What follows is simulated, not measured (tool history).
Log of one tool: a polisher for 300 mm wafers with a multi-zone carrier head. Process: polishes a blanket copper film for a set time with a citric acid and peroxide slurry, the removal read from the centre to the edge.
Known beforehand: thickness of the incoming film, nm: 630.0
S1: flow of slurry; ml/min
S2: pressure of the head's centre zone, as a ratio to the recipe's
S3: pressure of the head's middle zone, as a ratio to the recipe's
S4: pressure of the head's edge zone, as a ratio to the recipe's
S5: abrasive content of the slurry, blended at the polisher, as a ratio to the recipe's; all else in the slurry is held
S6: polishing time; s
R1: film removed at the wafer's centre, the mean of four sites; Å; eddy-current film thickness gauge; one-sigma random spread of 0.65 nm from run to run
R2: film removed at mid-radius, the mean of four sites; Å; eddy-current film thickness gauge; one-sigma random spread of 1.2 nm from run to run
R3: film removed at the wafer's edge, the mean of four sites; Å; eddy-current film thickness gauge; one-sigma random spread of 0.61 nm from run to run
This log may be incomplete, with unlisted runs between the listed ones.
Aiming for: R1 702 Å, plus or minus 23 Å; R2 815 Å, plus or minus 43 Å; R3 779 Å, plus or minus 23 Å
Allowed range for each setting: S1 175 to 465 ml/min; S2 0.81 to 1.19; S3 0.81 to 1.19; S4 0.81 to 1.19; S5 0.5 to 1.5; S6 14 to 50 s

run	day	S1	S2	S3	S4	S5	S6	R1	R2	R3
1	0	295	1	1	1	1	32	965.58	1002.2	982.63
2	0.258	290	0.96	0.99	0.96	0.85	31	880.09	927.82	920.45
3	0.471	225	0.96	0.99	0.96	0.85	31	857.08	888.28	894.71
4	0.8	225	0.96	0.92	0.96	0.85	31	853.82	842.56	893.52
5	0.971	225	0.96	0.92	0.96	0.85	39	1068.5	1038	1134.2
6	1.262	225	0.96	0.92	1.01	0.85	39	1078.4	1055.9	1145.4
7	1.462	230	0.94	0.96	1	0.75	36	952.64	966.39	1048.7
8	1.679	235	0.93	1	0.96	0.7	33	868.98	945.25	925.67
9	1.996	230	0.9	0.99	0.94	0.65	32	774.7	864.94	885.28
10	2.242	225	0.9	1	0.91	0.6	31	759.93	869.16	814.64
11	2.396	225	0.9	1	0.91	0.6	31	754.64	869.16	824.3
12	2.638	220	0.89	0.99	0.9	0.6	31	731.08	843.79	819.02
13	2.971	215	0.89	0.98	0.88	0.6	31	741.51	831.49	817.92

Next run, 4 choices. One meets every target within its allowed miss, the rest don't. Which?
A	3.304	205	0.94	1	0.81	0.5	32	?	?	?
B	3.304	180	0.95	1.02	1.02	0.9	28	?	?	?
C	3.304	225	0.82	0.93	0.89	0.5	33	?	?	?
D	3.304	255	0.85	0.98	0.83	0.7	29	?	?	?

move	R1	R2	R3
A	787.89	850.53	783.66
B	750.02	816.62	820.64
C	719.44	838.05	849.8
D	706.83	827.63	776.74
A: the biggest miss grows against the last run
B: the biggest miss grows against the last run
C: gets the furthest-off result to its target, but another result is out of tolerance
D: in spec on every target
So the answer is move D, the one that meets all the targets.
